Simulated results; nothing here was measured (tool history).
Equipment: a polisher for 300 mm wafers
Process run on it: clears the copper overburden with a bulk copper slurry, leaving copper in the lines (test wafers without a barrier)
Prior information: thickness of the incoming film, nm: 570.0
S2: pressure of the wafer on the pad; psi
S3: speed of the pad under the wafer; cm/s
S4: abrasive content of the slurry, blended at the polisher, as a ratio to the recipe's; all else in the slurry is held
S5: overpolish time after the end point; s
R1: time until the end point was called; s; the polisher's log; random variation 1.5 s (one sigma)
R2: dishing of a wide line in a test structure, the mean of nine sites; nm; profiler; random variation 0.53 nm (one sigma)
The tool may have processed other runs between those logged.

Run 1, hour 0: flow of slurry (ml/min) 125, S2 1.9 psi, S3 130 cm/s, S4 1, S5 27 s. Result: R1 71.056 s, R2 47.058 nm.
Run 2, hour 1.5: flow of slurry (ml/min) 120, S2 1.7 psi, S3 124 cm/s, S4 1, S5 25 s. Result: R1 82.195 s, R2 45.107 nm.
Run 3, hour 2.5: flow of slurry (ml/min) 120, S2 1.5 psi, S3 124 cm/s, S4 1, S5 25 s. Result: R1 89.284 s, R2 43.534 nm.
Run 4, hour 7.5: flow of slurry (ml/min) 115, S2 1.4 psi, S3 116 cm/s, S4 1, S5 26 s. Result: R1 102.12 s, R2 43.215 nm.
Run 5, hour 15.9: flow of slurry (ml/min) 110, S2 1.3 psi, S3 110 cm/s, S4 1, S5 25 s. Result: R1 113.71 s, R2 40.852 nm.
Run 6, hour 21.3: flow of slurry (ml/min) 110, S2 1.3 psi, S3 110 cm/s, S4 0.85, S5 25 s. Result: R1 118.13 s, R2 41.531 nm.
Run 7, hour 28: flow of slurry (ml/min) 105, S2 1.2 psi, S3 108 cm/s, S4 0.85, S5 26 s. Result: R1 128.47 s, R2 39.743 nm.
Run 8, hour 36.5: flow of slurry (ml/min) 105, S2 1.1 psi, S3 106 cm/s, S4 0.85, S5 28 s. Result: R1 142.16 s, R2 39.507 nm.
Run 9, hour 43.4: flow of slurry (ml/min) 105, S2 1.1 psi, S3 106 cm/s, S4 0.85, S5 29 s. Result: R1 138.77 s, R2 40.072 nm.
Run 10, hour 48.1: flow of slurry (ml/min) 90, S2 0.9 psi, S3 94 cm/s, S4 0.85, S5 28 s. Result: R1 189.58 s, R2 34.385 nm.
Run 11, hour 52.3: flow of slurry (ml/min) 95, S2 0.9 psi, S3 94 cm/s, S4 0.85, S5 29 s. Result: R1 186.79 s, R2 35.936 nm.
Run 12, hour 55.3: flow of slurry (ml/min) 100, S2 0.9 psi, S3 94 cm/s, S4 0.85, S5 29 s. Result: R1 182.63 s, R2 35.871 nm.
Run 13, hour 57.1: flow of slurry (ml/min) 100, S2 0.9 psi, S3 94 cm/s, S4 0.85, S5 29 s. Result: R1 186.46 s, R2 36.535 nm.
Run 14, hour 59.7: flow of slurry (ml/min) 130, S2 1 psi, S3 92 cm/s, S4 0.85, S5 41 s. Result: R1 163.1 s, R2 41.939 nm.
Run 15, hour 61.3: flow of slurry (ml/min) 125, S2 1 psi, S3 92 cm/s, S4 0.85, S5 40 s. Result: R1 167.04 s, R2 40.955 nm.
Run 16, hour 65.2: flow of slurry (ml/min) 120, S2 1 psi, S3 92 cm/s, S4 0.85, S5 39 s. Result: R1 166.43 s, R2 41.269 nm.

Estimate the outcome of run 17 from the log above:
Run 17, hour 74.2: flow of slurry (ml/min) 120, S2 1 psi, S3 92 cm/s, S4 0.85, S5 38 s. Result: R1 ?, R2 ?.

R1: 168.11 s
R2: 41.091 nm
